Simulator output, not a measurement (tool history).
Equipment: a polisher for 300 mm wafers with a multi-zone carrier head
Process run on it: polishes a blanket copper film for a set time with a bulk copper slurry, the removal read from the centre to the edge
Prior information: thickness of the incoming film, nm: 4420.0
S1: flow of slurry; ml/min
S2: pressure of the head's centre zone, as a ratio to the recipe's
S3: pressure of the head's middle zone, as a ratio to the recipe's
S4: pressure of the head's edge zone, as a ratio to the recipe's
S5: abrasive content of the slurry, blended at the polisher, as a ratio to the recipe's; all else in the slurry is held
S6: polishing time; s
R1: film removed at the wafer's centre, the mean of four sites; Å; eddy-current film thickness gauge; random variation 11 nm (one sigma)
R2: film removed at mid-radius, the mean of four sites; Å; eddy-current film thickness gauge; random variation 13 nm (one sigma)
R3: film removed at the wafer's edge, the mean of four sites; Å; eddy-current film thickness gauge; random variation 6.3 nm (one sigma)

{"run": 1, "hour": 0.0, "S1": 300, "S2": 1, "S3": 1, "S4": 1, "S5": 1, "S6": 56, "R1": 6299.5, "R2": 6056.8, "R3": 6539}
{"run": 2, "hour": 5.0, "S1": 300, "S2": 1, "S3": 0.96, "S4": 1, "S5": 1, "S6": 56, "R1": 6374.6, "R2": 5757.9, "R3": 6462.9}
{"run": 3, "hour": 11.3, "S1": 305, "S2": 1.01, "S3": 0.98, "S4": 1.05, "S5": 1.15, "S6": 59, "R1": 6767.3, "R2": 6544.9, "R3": 7205.2}
{"run": 4, "hour": 14.3, "S1": 305, "S2": 1.01, "S3": 0.98, "S4": 1.05, "S5": 1.15, "S6": 66, "R1": 7715, "R2": 7066.5, "R3": 8071.4}
{"run": 5, "hour": 18.6, "S1": 305, "S2": 1.01, "S3": 0.98, "S4": 0.97, "S5": 1.15, "S6": 66, "R1": 7656.5, "R2": 7315.4, "R3": 7821.7}
{"run": 6, "hour": 27.1, "S1": 305, "S2": 1.01, "S3": 0.98, "S4": 0.97, "S5": 1.05, "S6": 66, "R1": 7560.4, "R2": 7308.7, "R3": 7649.5}
{"run": 7, "hour": 29.8, "S1": 310, "S2": 1.02, "S3": 1, "S4": 1.02, "S5": 1.2, "S6": 67, "R1": 7903.3, "R2": 7620.9, "R3": 7973}
{"run": 8, "hour": 36.5, "S1": 310, "S2": 1.02, "S3": 1, "S4": 1.05, "S5": 1.25, "S6": 69, "R1": 8332.9, "R2": 7892.2, "R3": 8487.7}

Estimate the outcome of run 9 from the log above:
{"run": 9, "hour": 39.9, "S1": 310, "S2": 1.01, "S3": 1, "S4": 1.08, "S5": 1.3, "S6": 70, "R1": "?", "R2": "?", "R3": "?"}

Run 9 measured R1 8360.4 Å, R2 8043.5 Å, R3 8751.9 Å.

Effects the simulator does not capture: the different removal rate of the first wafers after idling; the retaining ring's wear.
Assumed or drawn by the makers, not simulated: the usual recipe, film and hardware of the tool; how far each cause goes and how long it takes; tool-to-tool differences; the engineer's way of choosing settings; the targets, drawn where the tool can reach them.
